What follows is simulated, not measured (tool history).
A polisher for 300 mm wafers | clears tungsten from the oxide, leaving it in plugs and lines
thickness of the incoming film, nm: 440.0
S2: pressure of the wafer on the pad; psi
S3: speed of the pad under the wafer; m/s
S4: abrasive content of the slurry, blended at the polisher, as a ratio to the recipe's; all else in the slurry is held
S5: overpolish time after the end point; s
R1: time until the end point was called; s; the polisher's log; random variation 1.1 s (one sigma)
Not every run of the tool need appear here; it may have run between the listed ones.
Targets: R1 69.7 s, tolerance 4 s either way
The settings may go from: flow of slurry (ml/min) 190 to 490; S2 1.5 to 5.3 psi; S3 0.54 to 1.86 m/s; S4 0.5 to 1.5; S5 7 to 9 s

Run 1, hour 0: flow of slurry (ml/min) 315, S2 3.4 psi, S3 1.18 m/s, S4 1, S5 9 s. Result: R1 98.76 s.
Run 2, hour 2: flow of slurry (ml/min) 315, S2 4 psi, S3 1.18 m/s, S4 1, S5 9 s. Result: R1 85.643 s.
Run 3, hour 9.6: flow of slurry (ml/min) 315, S2 4 psi, S3 0.92 m/s, S4 1, S5 9 s. Result: R1 99.279 s.
Run 4, hour 14.4: flow of slurry (ml/min) 360, S2 4 psi, S3 0.92 m/s, S4 1, S5 9 s. Result: R1 98.269 s.
Run 5, hour 19.7: flow of slurry (ml/min) 360, S2 4.3 psi, S3 0.94 m/s, S4 1, S5 9 s. Result: R1 92.77 s.
Run 6, hour 23.2: flow of slurry (ml/min) 360, S2 4.6 psi, S3 0.98 m/s, S4 1, S5 9 s. Result: R1 80.761 s.
Run 7, hour 30.8: flow of slurry (ml/min) 360, S2 4.7 psi, S3 0.98 m/s, S4 1, S5 9 s. Result: R1 79.486 s.
Run 8, hour 33.7: flow of slurry (ml/min) 360, S2 4.8 psi, S3 0.98 m/s, S4 1, S5 9 s. Result: R1 81.02 s.
Run 9, hour 41.6: flow of slurry (ml/min) 360, S2 4.8 psi, S3 0.98 m/s, S4 1, S5 9 s. Result: R1 79.738 s.
Run 10, hour 48.9: flow of slurry (ml/min) 360, S2 4.9 psi, S3 1 m/s, S4 1, S5 9 s. Result: R1 75.551 s.
Run 11, hour 57.6: flow of slurry (ml/min) 360, S2 5 psi, S3 1 m/s, S4 1, S5 9 s. Result: R1 76.547 s.

4 candidate next runs follow, results not yet known. Just one meets every target within its allowed miss. Identify it.
Run A, hour 66.3: flow of slurry (ml/min) 350, S2 5.3 psi, S3 1.2 m/s, S4 1.15, S5 9 s. Result: R1 ?.
Run B, hour 66.3: flow of slurry (ml/min) 370, S2 5.3 psi, S3 1.26 m/s, S4 0.95, S5 9 s. Result: R1 ?.
Run C, hour 66.3: flow of slurry (ml/min) 445, S2 5.1 psi, S3 1.1 m/s, S4 1, S5 7 s. Result: R1 ?.
Run D, hour 66.3: flow of slurry (ml/min) 360, S2 5.2 psi, S3 1.18 m/s, S4 1.15, S5 7 s. Result: R1 ?.

move      R1
   A  61.314
   B  61.415
   C  68.423
   D  63.057
A: carries the result that was furthest off beyond its target, to the other side
B: carries the result that was furthest off beyond its target, to the other side
C: every result lands within tolerance
D: carries the result that was furthest off beyond its target, to the other side
The move that meets every target is C.
